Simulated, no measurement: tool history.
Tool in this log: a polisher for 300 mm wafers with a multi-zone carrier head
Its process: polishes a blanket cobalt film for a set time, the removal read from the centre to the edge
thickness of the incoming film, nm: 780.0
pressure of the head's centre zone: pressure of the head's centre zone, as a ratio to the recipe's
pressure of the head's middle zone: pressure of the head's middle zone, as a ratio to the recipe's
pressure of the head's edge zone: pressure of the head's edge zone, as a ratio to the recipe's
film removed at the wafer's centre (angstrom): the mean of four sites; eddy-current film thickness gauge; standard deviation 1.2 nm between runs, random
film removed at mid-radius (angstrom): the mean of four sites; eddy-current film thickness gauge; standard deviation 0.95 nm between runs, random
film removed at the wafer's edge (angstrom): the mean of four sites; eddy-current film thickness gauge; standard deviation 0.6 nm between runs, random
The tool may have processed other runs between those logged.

| run | day | flow of slurry (ml/min) | pressure of the head's centre zone | pressure of the head's middle zone | pressure of the head's edge zone | polishing time (s) | film removed at the wafer's centre (angstrom) | film removed at mid-radius (angstrom) | film removed at the wafer's edge (angstrom) |
|---|---|---|---|---|---|---|---|---|---|
| 1 | 0 | 315 | 1 | 1 | 1 | 40 | 1732.5 | 1732.9 | 1681.4 |
| 2 | 0.088 | 310 | 1 | 0.97 | 0.98 | 37 | 1622.8 | 1558.1 | 1554.8 |
| 3 | 0.279 | 310 | 1.06 | 0.97 | 0.98 | 37 | 1655.3 | 1561.6 | 1549.5 |
| 4 | 0.504 | 305 | 1.06 | 0.95 | 0.97 | 34 | 1515.8 | 1372.8 | 1411.3 |
| 5 | 0.712 | 305 | 1.06 | 0.95 | 0.97 | 38 | 1698.1 | 1609.5 | 1563.9 |
| 6 | 0.904 | 300 | 1.05 | 0.94 | 0.95 | 35 | 1561.2 | 1415.3 | 1439.2 |
| 7 | 0.946 | 295 | 1.04 | 0.94 | 0.93 | 33 | 1462 | 1340 | 1347.2 |
| 8 | 1.188 | 290 | 1.03 | 0.93 | 0.92 | 31 | 1360 | 1250.6 | 1241.7 |
| 9 | 1.517 | 290 | 1.02 | 0.91 | 0.92 | 30 | 1295.4 | 1180.9 | 1220.4 |
| 10 | 1.804 | 280 | 1.03 | 0.84 | 0.83 | 21 | 924 | 771.89 | 822.76 |
| 11 | 2.117 | 345 | 1.07 | 0.91 | 0.93 | 20 | 912.32 | 809.3 | 825.81 |
| 12 | 2.15 | 345 | 1.07 | 0.91 | 0.93 | 20 | 907.39 | 813.14 | 836.78 |
| 13 | 2.304 | 330 | 1.08 | 0.91 | 0.95 | 20 | 924.11 | 804.48 | 839.61 |

What does the tool deliver on the next run?
| 14 | 2.642 | 320 | 1.09 | 0.92 | 0.97 | 20 | ? | ? | ? |

{"run 14": {"film removed at the wafer's centre (angstrom)": 925.29, "film removed at mid-radius (angstrom)": 810.79, "film removed at the wafer's edge (angstrom)": 837.96}}
